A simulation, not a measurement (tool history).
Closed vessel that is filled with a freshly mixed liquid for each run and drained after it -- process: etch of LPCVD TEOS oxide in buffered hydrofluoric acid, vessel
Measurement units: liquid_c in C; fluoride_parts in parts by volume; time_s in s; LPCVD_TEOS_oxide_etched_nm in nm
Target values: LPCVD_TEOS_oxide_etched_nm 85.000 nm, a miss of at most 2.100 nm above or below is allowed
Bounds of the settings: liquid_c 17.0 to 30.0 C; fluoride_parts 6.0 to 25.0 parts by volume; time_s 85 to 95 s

run 1 day=0.000 | liquid_c=22.0 fluoride_parts=15.5 time_s=85 | LPCVD_TEOS_oxide_etched_nm=96.772
run 2 day=0.358 | liquid_c=22.0 fluoride_parts=15.5 time_s=85 | LPCVD_TEOS_oxide_etched_nm=97.464
run 3 day=0.729 | liquid_c=22.0 fluoride_parts=11.5 time_s=85 | LPCVD_TEOS_oxide_etched_nm=130.170
run 4 day=1.017 | liquid_c=22.0 fluoride_parts=11.5 time_s=95 | LPCVD_TEOS_oxide_etched_nm=145.050
run 5 day=1.238 | liquid_c=22.0 fluoride_parts=11.5 time_s=85 | LPCVD_TEOS_oxide_etched_nm=130.500
run 6 day=1.550 | liquid_c=20.0 fluoride_parts=11.5 time_s=85 | LPCVD_TEOS_oxide_etched_nm=117.150
run 7 day=1.771 | liquid_c=19.0 fluoride_parts=12.5 time_s=85 | LPCVD_TEOS_oxide_etched_nm=101.630
run 8 day=2.033 | liquid_c=18.5 fluoride_parts=13.0 time_s=85 | LPCVD_TEOS_oxide_etched_nm=95.511
run 9 day=2.196 | liquid_c=18.0 fluoride_parts=13.0 time_s=85 | LPCVD_TEOS_oxide_etched_nm=92.743
run 10 day=2.342 | liquid_c=17.5 fluoride_parts=13.0 time_s=85 | LPCVD_TEOS_oxide_etched_nm=90.012
run 11 day=2.521 | liquid_c=17.0 fluoride_parts=13.0 time_s=85 | LPCVD_TEOS_oxide_etched_nm=87.870

Which single option among these 5 for the next run brings every result within its allowed miss of target? Just one does.
run A day=2.700 | liquid_c=18.0 fluoride_parts=15.0 time_s=90 | LPCVD_TEOS_oxide_etched_nm=?
run B day=2.700 | liquid_c=17.0 fluoride_parts=13.5 time_s=90 | LPCVD_TEOS_oxide_etched_nm=?
run C day=2.700 | liquid_c=18.0 fluoride_parts=13.5 time_s=85 | LPCVD_TEOS_oxide_etched_nm=?
run D day=2.700 | liquid_c=19.0 fluoride_parts=14.5 time_s=90 | LPCVD_TEOS_oxide_etched_nm=?
run E day=2.700 | liquid_c=17.0 fluoride_parts=12.5 time_s=85 | LPCVD_TEOS_oxide_etched_nm=?

move=A LPCVD_TEOS_oxide_etched_nm=86.074
move=B LPCVD_TEOS_oxide_etched_nm=90.178
move=C LPCVD_TEOS_oxide_etched_nm=90.163
move=D LPCVD_TEOS_oxide_etched_nm=94.178
move=E LPCVD_TEOS_oxide_etched_nm=91.847
A: hits every target within its allowed miss
B: moves away from the targets compared with the last run
C: moves away from the targets compared with the last run
D: moves away from the targets compared with the last run
E: moves away from the targets compared with the last run
Move A is the one to make.
